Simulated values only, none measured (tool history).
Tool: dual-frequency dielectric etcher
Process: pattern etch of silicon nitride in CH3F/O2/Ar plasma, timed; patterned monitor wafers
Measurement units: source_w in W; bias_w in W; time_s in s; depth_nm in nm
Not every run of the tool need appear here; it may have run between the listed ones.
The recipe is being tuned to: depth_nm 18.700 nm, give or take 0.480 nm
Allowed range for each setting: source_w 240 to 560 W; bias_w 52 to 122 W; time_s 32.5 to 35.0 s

run    day  source_w  bias_w  time_s  depth_nm
  1  0.000       400      87    35.0    23.203
  2  0.125       400      87    35.0    23.353
  3  0.408       400      97    35.0    24.545
  4  0.546       400      84    35.0    22.842
  5  0.792       400      84    32.5    21.426
  6  0.904       390      83    32.5    20.901
  7  1.275       380      83    32.5    20.398
     1.412  -- wet clean of the chamber
  8  1.412       370      83    32.5    21.321
  9  1.679       350      65    32.5    17.783

Pick the move, out of 4, that brings all results within their allowed miss; only one does.
  A  1.946       380      59    35.0         ?
  B  1.946       340      62    32.5         ?
  C  1.946       390      70    32.5         ?
  D  1.946       360      75    33.5         ?

move  depth_nm
   A    19.005
   B    17.170
   C    19.905
   D    20.516
A: meets every target
B: moves away from the targets compared with the last run
C: takes the biggest miss from the last run beyond its target
D: takes the biggest miss from the last run beyond its target
Correct choice: A, which meets every target
